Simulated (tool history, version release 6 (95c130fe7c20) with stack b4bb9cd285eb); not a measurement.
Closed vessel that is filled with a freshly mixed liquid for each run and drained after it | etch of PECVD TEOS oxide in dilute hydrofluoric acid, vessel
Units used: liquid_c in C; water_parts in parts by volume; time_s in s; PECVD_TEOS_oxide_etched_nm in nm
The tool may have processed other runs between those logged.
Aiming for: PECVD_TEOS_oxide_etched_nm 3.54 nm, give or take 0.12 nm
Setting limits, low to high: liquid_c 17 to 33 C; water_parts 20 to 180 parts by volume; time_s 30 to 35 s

run  hour  liquid_c  water_parts  time_s  PECVD_TEOS_oxide_etched_nm
  1     0        25          100      35                      5.8525
  2   1.6      23.5          100      35                       5.448
  3   2.5      21.5          105      35                      4.8358
  4   5.9      18.5          105      35                      4.2414
  5  12.7        18          110      35                      3.9723
  6    19        18           90      35                      4.8785
  7  23.3      17.5          100      35                      4.2799
  8  31.9      17.5          105      35                      3.9798
  9    36      17.5          110      35                      3.8947

Exactly one of the 4 candidate moves below puts every result within its allowed miss. Which one?
  A  40.1      17.5          120      35                           ?
  B  40.1      20.5          125      30                           ?
  C  40.1        19          115      30                           ?
  D  40.1        17          110      30                           ?

move  PECVD_TEOS_oxide_etched_nm
   A                      3.4656
   B                      3.2067
   C                      3.3149
   D                      3.2063
A: every result lands within tolerance
B: pushes the last run's worst result past its target
C: pushes the last run's worst result past its target
D: pushes the last run's worst result past its target
Answer: A
